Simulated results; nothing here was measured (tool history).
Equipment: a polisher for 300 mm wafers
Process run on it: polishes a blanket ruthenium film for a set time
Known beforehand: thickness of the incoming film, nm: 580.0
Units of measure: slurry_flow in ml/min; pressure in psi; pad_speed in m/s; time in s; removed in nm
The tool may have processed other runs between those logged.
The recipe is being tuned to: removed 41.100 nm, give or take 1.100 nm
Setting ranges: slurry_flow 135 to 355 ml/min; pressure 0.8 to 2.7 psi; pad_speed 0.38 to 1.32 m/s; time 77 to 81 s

Run 1, hour 0.0: slurry_flow 225 ml/min, pressure 1.7 psi, pad_speed 0.84 m/s, time 77 s. Result: removed 58.064 nm.
Run 2, hour 5.5: slurry_flow 220 ml/min, pressure 1.5 psi, pad_speed 0.84 m/s, time 77 s. Result: removed 51.650 nm.
Run 3, hour 8.8: slurry_flow 195 ml/min, pressure 1.5 psi, pad_speed 0.84 m/s, time 77 s. Result: removed 51.598 nm.
Run 4, hour 15.5: slurry_flow 235 ml/min, pressure 1.5 psi, pad_speed 0.84 m/s, time 77 s. Result: removed 52.425 nm.
Run 5, hour 23.5: slurry_flow 230 ml/min, pressure 1.4 psi, pad_speed 0.84 m/s, time 77 s. Result: removed 49.188 nm.
Run 6, hour 26.5: slurry_flow 230 ml/min, pressure 1.3 psi, pad_speed 0.84 m/s, time 77 s. Result: removed 47.001 nm.
Run 7, hour 27.9: slurry_flow 225 ml/min, pressure 1.2 psi, pad_speed 0.84 m/s, time 77 s. Result: removed 43.734 nm.
Run 8, hour 29.1: slurry_flow 220 ml/min, pressure 1.2 psi, pad_speed 0.84 m/s, time 77 s. Result: removed 42.889 nm.
Run 9, hour 35.1: slurry_flow 190 ml/min, pressure 1.2 psi, pad_speed 0.84 m/s, time 77 s. Result: removed 42.255 nm.

5 next moves are on the table. One of them brings every result within its allowed miss. Which?
Run A, hour 41.1: slurry_flow 190 ml/min, pressure 1.6 psi, pad_speed 0.60 m/s, time 81 s. Result: removed ?.
Run B, hour 41.1: slurry_flow 200 ml/min, pressure 1.1 psi, pad_speed 0.88 m/s, time 81 s. Result: removed ?.
Run C, hour 41.1: slurry_flow 260 ml/min, pressure 0.9 psi, pad_speed 1.04 m/s, time 77 s. Result: removed ?.
Run D, hour 41.1: slurry_flow 220 ml/min, pressure 0.9 psi, pad_speed 0.94 m/s, time 77 s. Result: removed ?.
Run E, hour 41.1: slurry_flow 135 ml/min, pressure 1.5 psi, pad_speed 0.76 m/s, time 78 s. Result: removed ?.

move  removed
   A   40.473
   B   43.611
   C   43.181
   D   38.423
   E   43.956
A: every result lands within tolerance
B: further off than the last run
C: further off than the last run
D: takes the result that was furthest off past its target
E: further off than the last run
A is the move that brings every result within its allowed miss.
